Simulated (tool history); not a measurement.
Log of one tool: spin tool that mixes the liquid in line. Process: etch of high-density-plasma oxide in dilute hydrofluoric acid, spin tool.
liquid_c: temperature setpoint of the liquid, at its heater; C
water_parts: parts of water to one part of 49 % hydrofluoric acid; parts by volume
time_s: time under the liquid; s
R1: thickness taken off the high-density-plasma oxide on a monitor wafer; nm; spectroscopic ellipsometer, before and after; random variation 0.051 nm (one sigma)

{"run": 1, "day": 0.0, "liquid_c": 25, "water_parts": 75, "time_s": 20, "R1": 1.8694}
{"run": 2, "day": 0.292, "liquid_c": 25, "water_parts": 90, "time_s": 20, "R1": 1.5368}
{"run": 3, "day": 0.608, "liquid_c": 22, "water_parts": 90, "time_s": 20, "R1": 1.3703}
{"run": 4, "day": 0.671, "liquid_c": 22, "water_parts": 115, "time_s": 20, "R1": 1.0436}
{"run": 5, "day": 0.862, "liquid_c": 24.5, "water_parts": 95, "time_s": 20, "R1": 1.4234}
{"run": 6, "day": 0.921, "liquid_c": 24.5, "water_parts": 95, "time_s": 15, "R1": 1.0505}
{"run": 7, "day": 1.121, "liquid_c": 23, "water_parts": 80, "time_s": 15, "R1": 1.2372}
{"run": 8, "day": 1.192, "liquid_c": 25, "water_parts": 65, "time_s": 15, "R1": 1.6579}
{"run": 9, "day": 1.267, "liquid_c": 27, "water_parts": 55, "time_s": 15, "R1": 2.1607}
{"run": 10, "day": 1.596, "liquid_c": 27, "water_parts": 55, "time_s": 15, "R1": 2.1602}
{"run": 11, "day": 1.738, "liquid_c": 28.5, "water_parts": 45, "time_s": 15, "R1": 2.7979}
{"run": 12, "day": 1.908, "liquid_c": 32.5, "water_parts": 20, "time_s": 15, "R1": 7.9165}
{"run": 13, "day": 2.192, "liquid_c": 32, "water_parts": 20, "time_s": 15, "R1": 7.5903}
{"run": 14, "day": 2.288, "liquid_c": 31.5, "water_parts": 20, "time_s": 15, "R1": 7.4355}
{"run": 15, "day": 2.571, "liquid_c": 30.5, "water_parts": 20, "time_s": 15, "R1": 7.2162}
{"run": 16, "day": 2.896, "liquid_c": 29.5, "water_parts": 20, "time_s": 15, "R1": 6.8879}

Run 17 comes next. What will it give?
{"run": 17, "day": 2.979, "liquid_c": 28, "water_parts": 20, "time_s": 15, "R1": "?"}

R1: 6.4277 nm
